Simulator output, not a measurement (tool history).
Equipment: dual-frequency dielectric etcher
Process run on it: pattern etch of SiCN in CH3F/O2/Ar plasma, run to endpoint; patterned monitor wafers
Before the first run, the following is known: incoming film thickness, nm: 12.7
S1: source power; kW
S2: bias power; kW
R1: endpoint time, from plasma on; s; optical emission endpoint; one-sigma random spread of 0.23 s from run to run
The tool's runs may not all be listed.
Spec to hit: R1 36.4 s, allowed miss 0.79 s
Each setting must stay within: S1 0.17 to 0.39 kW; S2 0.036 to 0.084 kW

{"run": 1, "hour": 0.0, "S1": 0.28, "S2": 0.06, "R1": 40.874}
{"run": 2, "hour": 4.2, "S1": 0.29, "S2": 0.06, "R1": 40.587}
{"run": 3, "hour": 6.5, "S1": 0.3, "S2": 0.061, "R1": 39.935}
{"run": 4, "hour": 8.9, "S1": 0.3, "S2": 0.054, "R1": 41.7}
{"run": 5, "hour": 14.9, "S1": 0.26, "S2": 0.054, "R1": 43.89}
{"hour": 20.6, "done": "wet clean of the chamber"}
{"run": 6, "hour": 20.6, "S1": 0.3, "S2": 0.054, "R1": 42.802}
{"run": 7, "hour": 24.2, "S1": 0.36, "S2": 0.066, "R1": 37.774}
{"run": 8, "hour": 31.0, "S1": 0.36, "S2": 0.067, "R1": 37.33}

Which of these 4 next moves meets every target?
{"run": "A", "hour": 37.8, "S1": 0.36, "S2": 0.073, "R1": "?"}
{"run": "B", "hour": 37.8, "S1": 0.35, "S2": 0.064, "R1": "?"}
{"run": "C", "hour": 37.8, "S1": 0.38, "S2": 0.059, "R1": "?"}
{"run": "D", "hour": 37.8, "S1": 0.34, "S2": 0.062, "R1": "?"}

move=A R1=36.562
move=B R1=38.754
move=C R1=38.773
move=D R1=39.602
A: all results in spec
B: moves away from the targets compared with the last run
C: moves away from the targets compared with the last run
D: moves away from the targets compared with the last run
The right move is A.

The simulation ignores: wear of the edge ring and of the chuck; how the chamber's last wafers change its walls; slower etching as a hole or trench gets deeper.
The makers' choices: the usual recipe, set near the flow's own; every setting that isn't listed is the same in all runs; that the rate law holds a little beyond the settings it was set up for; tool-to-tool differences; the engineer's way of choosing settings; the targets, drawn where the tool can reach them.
